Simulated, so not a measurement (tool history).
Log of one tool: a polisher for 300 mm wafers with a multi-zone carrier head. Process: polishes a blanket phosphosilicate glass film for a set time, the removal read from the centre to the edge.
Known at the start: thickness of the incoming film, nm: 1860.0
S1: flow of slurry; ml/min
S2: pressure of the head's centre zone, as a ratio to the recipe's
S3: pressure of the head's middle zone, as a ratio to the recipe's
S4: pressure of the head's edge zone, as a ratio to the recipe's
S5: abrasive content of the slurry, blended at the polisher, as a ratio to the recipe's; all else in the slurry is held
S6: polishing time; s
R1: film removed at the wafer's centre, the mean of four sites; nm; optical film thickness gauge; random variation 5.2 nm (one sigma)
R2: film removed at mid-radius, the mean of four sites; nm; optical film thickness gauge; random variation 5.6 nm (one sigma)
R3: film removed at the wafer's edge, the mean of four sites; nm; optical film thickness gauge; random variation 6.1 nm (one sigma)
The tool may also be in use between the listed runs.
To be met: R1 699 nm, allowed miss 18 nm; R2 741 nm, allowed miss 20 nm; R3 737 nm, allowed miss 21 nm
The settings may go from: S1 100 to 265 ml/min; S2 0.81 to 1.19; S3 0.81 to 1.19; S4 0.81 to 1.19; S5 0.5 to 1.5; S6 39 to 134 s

run,hour,S1,S2,S3,S4,S5,S6,R1,R2,R3
1,0,170,1,1,1,1,86,600.21,592.25,619.51
2,0.7,190,1,1,1,1,86,622.04,610.48,636.42
3,2.4,190,1,1,0.97,1,86,625.09,621.52,627.81
4,4,190,0.92,1,0.97,1,86,564.95,613.04,631.32
5,9.3,190,0.92,1,0.97,1.2,86,614.73,651.05,659.22
6,13,170,0.92,1,0.97,1.2,86,595.76,635.97,651.2
7,13.8,220,0.96,1.07,1.07,1.25,86,665.93,724.35,718.1
8,21.5,225,0.96,1.07,1.07,1.25,86,669.86,725.43,723.75

Which of these 4 next moves meets every target?
A,29.2,205,0.92,1.11,0.98,1.15,90,?,?,?
B,29.2,200,0.96,1.04,1.01,1.15,94,?,?,?
C,29.2,240,0.91,1.19,1.14,1.25,83,?,?,?
D,29.2,265,0.89,1.01,1,1.35,86,?,?,?

move,R1,R2,R3
A,644.27,748.95,697.97
B,694.97,735.76,737.53
C,627.87,778.86,729.57
D,666.39,732.58,737.69
A: further off than the last run
B: meets every target
C: further off than the last run
D: further off than the last run
Answer: B
